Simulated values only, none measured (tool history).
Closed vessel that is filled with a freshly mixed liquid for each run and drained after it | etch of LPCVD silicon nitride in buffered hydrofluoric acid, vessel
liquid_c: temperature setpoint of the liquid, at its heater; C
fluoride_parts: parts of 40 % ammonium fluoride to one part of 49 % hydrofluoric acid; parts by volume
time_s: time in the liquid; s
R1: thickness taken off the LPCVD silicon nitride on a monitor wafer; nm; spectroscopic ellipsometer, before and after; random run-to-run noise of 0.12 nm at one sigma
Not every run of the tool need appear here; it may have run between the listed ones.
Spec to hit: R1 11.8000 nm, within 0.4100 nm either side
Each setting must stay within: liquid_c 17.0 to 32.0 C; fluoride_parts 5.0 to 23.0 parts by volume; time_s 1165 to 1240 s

Run 1, hour 0.0: liquid_c 25.0 C, fluoride_parts 14.0 parts by volume, time_s 1165 s. Result: R1 13.9380 nm.
Run 2, hour 3.2: liquid_c 24.5 C, fluoride_parts 14.0 parts by volume, time_s 1165 s. Result: R1 13.3990 nm.
Run 3, hour 11.4: liquid_c 24.0 C, fluoride_parts 14.0 parts by volume, time_s 1165 s. Result: R1 13.0380 nm.
Run 4, hour 13.8: liquid_c 24.0 C, fluoride_parts 17.5 parts by volume, time_s 1165 s. Result: R1 10.4960 nm.
Run 5, hour 18.1: liquid_c 22.0 C, fluoride_parts 17.5 parts by volume, time_s 1165 s. Result: R1 9.1594 nm.
Run 6, hour 22.4: liquid_c 22.0 C, fluoride_parts 17.5 parts by volume, time_s 1165 s. Result: R1 9.3514 nm.
Run 7, hour 24.9: liquid_c 22.5 C, fluoride_parts 17.5 parts by volume, time_s 1165 s. Result: R1 9.6044 nm.
Run 8, hour 32.2: liquid_c 23.0 C, fluoride_parts 17.5 parts by volume, time_s 1165 s. Result: R1 9.8276 nm.
Run 9, hour 40.9: liquid_c 23.5 C, fluoride_parts 17.5 parts by volume, time_s 1165 s. Result: R1 10.4000 nm.
Run 10, hour 42.4: liquid_c 24.0 C, fluoride_parts 17.5 parts by volume, time_s 1165 s. Result: R1 10.4680 nm.
Run 11, hour 51.4: liquid_c 24.5 C, fluoride_parts 17.5 parts by volume, time_s 1165 s. Result: R1 10.7370 nm.
Run 12, hour 54.8: liquid_c 25.5 C, fluoride_parts 17.5 parts by volume, time_s 1165 s. Result: R1 11.1680 nm.

Exercise: of the 5 proposed moves below, exactly one satisfies all targets within the stated allowed misses. Which move is it?
Run A, hour 58.2: liquid_c 26.5 C, fluoride_parts 16.5 parts by volume, time_s 1165 s. Result: R1 ?.
Run B, hour 58.2: liquid_c 25.0 C, fluoride_parts 17.5 parts by volume, time_s 1240 s. Result: R1 ?.
Run C, hour 58.2: liquid_c 26.0 C, fluoride_parts 17.0 parts by volume, time_s 1230 s. Result: R1 ?.
Run D, hour 58.2: liquid_c 27.0 C, fluoride_parts 17.5 parts by volume, time_s 1190 s. Result: R1 ?.
Run E, hour 58.2: liquid_c 25.0 C, fluoride_parts 16.5 parts by volume, time_s 1240 s. Result: R1 ?.

move       R1
   A  12.7010
   B  11.7640
   C  12.6750
   D  12.5770
   E  12.4660
A: carries the result that was furthest off beyond its target, to the other side
B: all results land within tolerance of their targets
C: carries the result that was furthest off beyond its target, to the other side
D: carries the result that was furthest off beyond its target, to the other side
E: carries the result that was furthest off beyond its target, to the other side
Go with B: it meets all targets.

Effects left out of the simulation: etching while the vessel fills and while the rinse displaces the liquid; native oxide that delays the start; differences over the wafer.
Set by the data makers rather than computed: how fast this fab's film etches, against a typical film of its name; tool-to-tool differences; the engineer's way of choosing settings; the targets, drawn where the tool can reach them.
